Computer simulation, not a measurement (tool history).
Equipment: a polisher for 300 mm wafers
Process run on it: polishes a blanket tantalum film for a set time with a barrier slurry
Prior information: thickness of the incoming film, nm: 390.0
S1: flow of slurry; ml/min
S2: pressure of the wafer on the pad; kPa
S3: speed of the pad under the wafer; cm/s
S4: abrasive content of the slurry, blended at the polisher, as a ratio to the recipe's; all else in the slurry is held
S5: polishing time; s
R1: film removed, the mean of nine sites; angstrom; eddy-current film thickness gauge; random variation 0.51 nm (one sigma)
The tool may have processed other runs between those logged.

{"run": 1, "hour": 0.0, "S1": 160, "S2": 15.9, "S3": 106, "S4": 1.0, "S5": 47, "R1": 1134.1}
{"run": 2, "hour": 2.4, "S1": 160, "S2": 15.9, "S3": 84, "S4": 1.0, "S5": 47, "R1": 903.67}
{"run": 3, "hour": 4.8, "S1": 195, "S2": 15.9, "S3": 84, "S4": 1.0, "S5": 47, "R1": 929.51}
{"run": 4, "hour": 8.3, "S1": 195, "S2": 15.9, "S3": 84, "S4": 0.85, "S5": 47, "R1": 890.02}
{"run": 5, "hour": 17.2, "S1": 195, "S2": 15.9, "S3": 84, "S4": 0.85, "S5": 47, "R1": 894.88}
{"run": 6, "hour": 25.3, "S1": 195, "S2": 15.9, "S3": 84, "S4": 0.95, "S5": 47, "R1": 915.69}
{"run": 7, "hour": 27.0, "S1": 190, "S2": 14.5, "S3": 84, "S4": 0.95, "S5": 47, "R1": 842.48}

Predict the results of run 8:
{"run": 8, "hour": 34.2, "S1": 185, "S2": 13.8, "S3": 84, "S4": 0.95, "S5": 47, "R1": "?"}

{"run 8": {"R1": 825.01}}

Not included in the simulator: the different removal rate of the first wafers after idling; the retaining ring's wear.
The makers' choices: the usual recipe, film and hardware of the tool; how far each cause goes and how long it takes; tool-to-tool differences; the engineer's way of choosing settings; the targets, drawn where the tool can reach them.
